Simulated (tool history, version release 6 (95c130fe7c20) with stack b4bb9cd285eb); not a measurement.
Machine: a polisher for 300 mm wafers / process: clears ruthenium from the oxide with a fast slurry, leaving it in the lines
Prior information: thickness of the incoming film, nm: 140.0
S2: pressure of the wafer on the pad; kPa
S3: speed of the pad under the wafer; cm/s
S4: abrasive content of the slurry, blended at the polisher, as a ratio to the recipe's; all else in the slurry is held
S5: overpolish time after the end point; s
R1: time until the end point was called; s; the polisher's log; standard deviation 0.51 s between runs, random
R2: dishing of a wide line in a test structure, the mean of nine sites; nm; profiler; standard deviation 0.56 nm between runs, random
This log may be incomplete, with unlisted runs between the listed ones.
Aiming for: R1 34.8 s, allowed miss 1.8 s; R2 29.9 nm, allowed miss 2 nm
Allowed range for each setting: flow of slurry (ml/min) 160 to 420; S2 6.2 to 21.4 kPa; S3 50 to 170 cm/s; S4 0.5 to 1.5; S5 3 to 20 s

{"run": 1, "day": 0.0, "flow of slurry (ml/min)": 270, "S2": 13.8, "S3": 110, "S4": 1, "S5": 10, "R1": 50.928, "R2": 22.837}
{"run": 2, "day": 0.371, "flow of slurry (ml/min)": 270, "S2": 13.8, "S3": 110, "S4": 1, "S5": 6, "R1": 51.81, "R2": 13.705}
{"run": 3, "day": 0.446, "flow of slurry (ml/min)": 270, "S2": 13.8, "S3": 110, "S4": 1, "S5": 3, "R1": 52.574, "R2": 6.818}
{"run": 4, "day": 0.733, "flow of slurry (ml/min)": 270, "S2": 14.5, "S3": 114, "S4": 1, "S5": 4, "R1": 49.028, "R2": 10.191}
{"run": 5, "day": 0.933, "flow of slurry (ml/min)": 270, "S2": 14.5, "S3": 114, "S4": 1.1, "S5": 4, "R1": 46.26, "R2": 10.373}
{"run": 6, "day": 1.021, "flow of slurry (ml/min)": 270, "S2": 15.2, "S3": 114, "S4": 1.1, "S5": 5, "R1": 44.548, "R2": 12.944}
{"run": 7, "day": 1.058, "flow of slurry (ml/min)": 270, "S2": 15.9, "S3": 114, "S4": 1.1, "S5": 6, "R1": 42.38, "R2": 16.698}
{"day": 1.112, "done": "slurry nozzle cleaned"}
{"run": 8, "day": 1.112, "flow of slurry (ml/min)": 270, "S2": 16.5, "S3": 114, "S4": 1.1, "S5": 6, "R1": 38.739, "R2": 18.148}

Pick the move, out of 5, that brings all results within their allowed miss; only one does.
{"run": "A", "day": 1.167, "flow of slurry (ml/min)": 315, "S2": 19.3, "S3": 104, "S4": 1.1, "S5": 9, "R1": "?", "R2": "?"}
{"run": "B", "day": 1.167, "flow of slurry (ml/min)": 205, "S2": 18.6, "S3": 130, "S4": 0.9, "S5": 11, "R1": "?", "R2": "?"}
{"run": "C", "day": 1.167, "flow of slurry (ml/min)": 365, "S2": 16.5, "S3": 118, "S4": 1, "S5": 12, "R1": "?", "R2": "?"}
{"run": "D", "day": 1.167, "flow of slurry (ml/min)": 325, "S2": 17.9, "S3": 90, "S4": 1.35, "S5": 12, "R1": "?", "R2": "?"}
{"run": "E", "day": 1.167, "flow of slurry (ml/min)": 405, "S2": 15.9, "S3": 130, "S4": 0.85, "S5": 10, "R1": "?", "R2": "?"}

move=A R1=34.809 R2=29.661
move=B R1=34.972 R2=35.647
move=C R1=38.051 R2=35.734
move=D R1=38.194 R2=35.609
move=E R1=38.905 R2=29.497
A: every result within its allowed miss
B: takes the biggest miss from the last run beyond its target
C: takes the biggest miss from the last run beyond its target
D: takes the biggest miss from the last run beyond its target
E: the furthest-off result lands on target, but another misses its tolerance
The right move is A.
